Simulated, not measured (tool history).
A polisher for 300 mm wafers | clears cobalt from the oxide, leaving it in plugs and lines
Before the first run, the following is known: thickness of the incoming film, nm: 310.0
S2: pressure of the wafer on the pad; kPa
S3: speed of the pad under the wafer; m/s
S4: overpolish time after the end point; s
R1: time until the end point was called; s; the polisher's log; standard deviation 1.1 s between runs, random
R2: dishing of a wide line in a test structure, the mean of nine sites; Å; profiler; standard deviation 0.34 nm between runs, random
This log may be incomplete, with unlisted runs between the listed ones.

Run 1, hour 0: flow of slurry (ml/min) 270, S2 10.3 kPa, S3 1.12 m/s, S4 11 s. Result: R1 88.454 s, R2 301.96 Å.
Run 2, hour 8.9: flow of slurry (ml/min) 270, S2 10.3 kPa, S3 1.12 m/s, S4 9 s. Result: R1 85.204 s, R2 259.65 Å.
Run 3, hour 16.5: flow of slurry (ml/min) 270, S2 10.3 kPa, S3 1.12 m/s, S4 7 s. Result: R1 90.082 s, R2 202.33 Å.
Run 4, hour 17.6: flow of slurry (ml/min) 270, S2 10.3 kPa, S3 1.12 m/s, S4 5 s. Result: R1 86.228 s, R2 157.43 Å.
Run 5, hour 21.1: flow of slurry (ml/min) 295, S2 10.3 kPa, S3 1.12 m/s, S4 5 s. Result: R1 85.019 s, R2 154.79 Å.
Run 6, hour 26.5: flow of slurry (ml/min) 295, S2 10.3 kPa, S3 1.12 m/s, S4 9 s. Result: R1 86.924 s, R2 254.6 Å.
Run 7, hour 28.3: flow of slurry (ml/min) 295, S2 10.3 kPa, S3 1.12 m/s, S4 8 s. Result: R1 86.734 s, R2 243.11 Å.
Run 8, hour 36.1: flow of slurry (ml/min) 275, S2 11 kPa, S3 1.12 m/s, S4 7 s. Result: R1 82.515 s, R2 222.85 Å.
Run 9, hour 44.3: flow of slurry (ml/min) 275, S2 11 kPa, S3 1.16 m/s, S4 6 s. Result: R1 79.785 s, R2 198.58 Å.
Run 10, hour 51.6: flow of slurry (ml/min) 275, S2 11 kPa, S3 1.18 m/s, S4 5 s. Result: R1 77.476 s, R2 172.96 Å.
Run 11, hour 52.9: flow of slurry (ml/min) 275, S2 11 kPa, S3 1.2 m/s, S4 3 s. Result: R1 77.703 s, R2 106.49 Å.
Run 12, hour 61: flow of slurry (ml/min) 280, S2 11.7 kPa, S3 1.18 m/s, S4 3 s. Result: R1 75.145 s, R2 109.89 Å.

The next listed run, before its measurement:
Run 13, hour 63.5: flow of slurry (ml/min) 280, S2 11.7 kPa, S3 1.2 m/s, S4 3 s. Result: R1 ?, R2 ?.

Run 13 produced R1 76.074 s, R2 113.97 Å.

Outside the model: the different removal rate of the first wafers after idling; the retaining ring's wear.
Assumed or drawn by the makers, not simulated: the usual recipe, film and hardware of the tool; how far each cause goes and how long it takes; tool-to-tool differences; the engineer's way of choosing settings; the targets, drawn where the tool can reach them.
